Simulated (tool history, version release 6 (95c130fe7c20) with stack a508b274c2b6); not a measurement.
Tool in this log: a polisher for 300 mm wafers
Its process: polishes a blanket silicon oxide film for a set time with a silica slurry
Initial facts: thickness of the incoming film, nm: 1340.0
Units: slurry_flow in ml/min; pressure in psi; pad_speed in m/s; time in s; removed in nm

run,hour,slurry_flow,pressure,pad_speed,slurry_solids,time,removed
1,0.0,205,3.2,1.26,1.00,85,246.11
2,3.3,205,2.8,1.16,1.00,85,203.73
3,11.0,205,2.8,1.16,1.00,85,203.13
4,15.7,205,2.5,1.08,1.00,85,171.53
5,21.5,175,2.5,1.08,1.00,85,167.10
6,27.1,175,2.5,1.08,1.15,85,186.43
7,29.5,175,2.2,1.02,1.15,85,152.21
8,31.4,175,2.2,1.02,1.15,85,151.16
9,32.4,175,2.0,1.02,1.15,85,139.38

Run 10 is up next; what results do you expect?
10,35.6,175,2.0,1.02,1.15,85,?

{"run 10": {"removed": 140.56}}

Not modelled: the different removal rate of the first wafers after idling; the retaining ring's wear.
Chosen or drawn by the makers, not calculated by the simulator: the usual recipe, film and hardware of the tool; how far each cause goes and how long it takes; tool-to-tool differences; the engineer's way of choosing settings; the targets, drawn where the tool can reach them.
